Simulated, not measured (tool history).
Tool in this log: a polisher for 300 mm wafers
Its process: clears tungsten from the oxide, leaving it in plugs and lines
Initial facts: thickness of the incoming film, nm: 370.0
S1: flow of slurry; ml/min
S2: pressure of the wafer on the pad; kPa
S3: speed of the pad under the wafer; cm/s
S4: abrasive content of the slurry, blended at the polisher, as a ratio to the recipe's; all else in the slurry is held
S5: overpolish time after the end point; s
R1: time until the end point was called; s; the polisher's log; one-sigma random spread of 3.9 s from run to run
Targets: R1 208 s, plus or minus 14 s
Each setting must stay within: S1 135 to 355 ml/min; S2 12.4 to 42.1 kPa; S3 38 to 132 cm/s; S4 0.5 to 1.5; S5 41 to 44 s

run,hour,S1,S2,S3,S4,S5,R1
1,0,225,26.9,84,1,41,93.635
2,3.2,225,26.9,96,1,41,84.771
3,11.6,225,26.9,96,1.15,41,83.833
4,19.2,220,23.4,88,1.15,41,100.75
5,25.8,215,20.7,80,1.15,41,124.14
6,30.2,215,20.7,80,1.3,41,120.88
7,35.1,215,18.6,76,1.3,41,141.89
8,39.6,215,17.2,74,1.3,41,159.51

Exactly one of the 4 candidate moves below puts every result within its allowed miss. Which one?
A,44.1,225,13.1,72,1.35,41,?
B,44.1,250,20,70,1.25,41,?
C,44.1,250,16.5,88,1.5,41,?
D,44.1,190,17.2,40,1.2,41,?

move,R1
A,203.48
B,140.5
C,131.97
D,264.45
A: meets every target
B: further off than the last run
C: further off than the last run
D: carries the result that was furthest off beyond its target, to the other side
Go with A: it meets all targets.

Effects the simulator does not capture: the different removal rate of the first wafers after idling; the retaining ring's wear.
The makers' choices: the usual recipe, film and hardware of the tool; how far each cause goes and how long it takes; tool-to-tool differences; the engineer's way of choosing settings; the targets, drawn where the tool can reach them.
